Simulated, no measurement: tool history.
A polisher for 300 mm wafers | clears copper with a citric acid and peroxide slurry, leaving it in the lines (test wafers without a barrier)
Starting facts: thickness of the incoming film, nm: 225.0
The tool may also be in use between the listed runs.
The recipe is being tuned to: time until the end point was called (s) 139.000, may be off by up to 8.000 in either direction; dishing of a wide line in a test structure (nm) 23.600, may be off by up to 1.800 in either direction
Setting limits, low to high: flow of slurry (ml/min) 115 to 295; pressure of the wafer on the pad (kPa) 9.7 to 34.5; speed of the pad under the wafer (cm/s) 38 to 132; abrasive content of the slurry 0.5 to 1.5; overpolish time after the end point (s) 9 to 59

run	hour	flow of slurry (ml/min)	pressure of the wafer on the pad (kPa)	speed of the pad under the wafer (cm/s)	abrasive content of the slurry	overpolish time after the end point (s)	time until the end point was called (s)	dishing of a wide line in a test structure (nm)
1	0.0	190	22.1	84	1.0	30	114.670	39.283
2	1.7	190	27.6	84	1.0	30	93.378	46.495
3	7.1	190	27.6	96	1.0	30	87.489	50.380
4	9.2	190	26.2	94	1.0	28	90.063	43.332
5	16.6	190	26.2	114	1.0	28	77.851	51.453
6	18.4	190	26.2	122	1.0	28	72.539	51.629
7	20.9	190	24.1	120	1.0	27	77.389	49.106
8	24.3	190	22.8	118	1.0	26	87.451	44.481
9	26.0	190	21.4	118	1.0	25	87.526	41.172
10	32.8	190	20.0	116	1.0	24	99.738	37.912
11	40.7	190	19.3	116	1.0	23	96.455	36.863
12	49.6	190	17.9	116	1.0	22	103.990	31.960
13	57.6	190	17.2	116	1.0	22	108.930	32.027
14	64.6	190	16.5	116	1.0	22	112.930	31.552
15	72.3	190	15.9	116	1.0	21	115.790	29.308
16	76.6	190	15.2	116	1.0	21	120.390	28.527
17	81.9	190	14.5	116	1.0	21	121.310	26.858
18	88.2	190	11.0	114	1.0	22	155.100	22.958

Consider the 4 candidate settings below. Which is the only one whose results all fall within their allowed miss of target?
A	94.5	160	14.5	112	1.2	16	?	?
B	94.5	215	11.0	106	1.0	31	?	?
C	94.5	190	13.8	106	0.8	20	?	?
D	94.5	145	13.8	132	0.9	17	?	?

move	time until the end point was called (s)	dishing of a wide line in a test structure (nm)
A	124.680	20.323
B	157.930	28.871
C	140.260	22.257
D	118.360	22.386
A: moves the result that the last run missed by most past its target, out the other side
B: the biggest miss grows against the last run
C: each result inside its tolerance
D: moves the result that the last run missed by most past its target, out the other side
The right move is C.
